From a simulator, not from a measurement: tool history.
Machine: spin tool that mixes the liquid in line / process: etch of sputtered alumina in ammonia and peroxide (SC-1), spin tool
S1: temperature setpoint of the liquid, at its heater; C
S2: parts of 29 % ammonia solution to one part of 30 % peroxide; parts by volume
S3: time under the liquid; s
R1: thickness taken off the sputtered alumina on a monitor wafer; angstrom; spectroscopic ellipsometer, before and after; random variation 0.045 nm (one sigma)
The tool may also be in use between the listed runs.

| run | hour | S1 | S2 | S3 | R1 |
|---|---|---|---|---|---|
| 1 | 0 | 47 | 0.6 | 285 | 99.468 |
| 2 | 1.7 | 47 | 0.4 | 285 | 96.243 |
| 3 | 8.2 | 45.5 | 0.4 | 285 | 88.157 |
| 4 | 15 | 44 | 0.4 | 285 | 80.283 |
| 5 | 20 | 44 | 0.6 | 285 | 85.27 |
| 6 | 24.1 | 38 | 0.6 | 285 | 58.828 |
| 7 | 32.8 | 38.5 | 0.6 | 285 | 61.478 |

Run 8 comes next. What will it give?
| 8 | 36 | 39 | 0.6 | 285 | ? |

{"run 8": {"R1": 63.582}}

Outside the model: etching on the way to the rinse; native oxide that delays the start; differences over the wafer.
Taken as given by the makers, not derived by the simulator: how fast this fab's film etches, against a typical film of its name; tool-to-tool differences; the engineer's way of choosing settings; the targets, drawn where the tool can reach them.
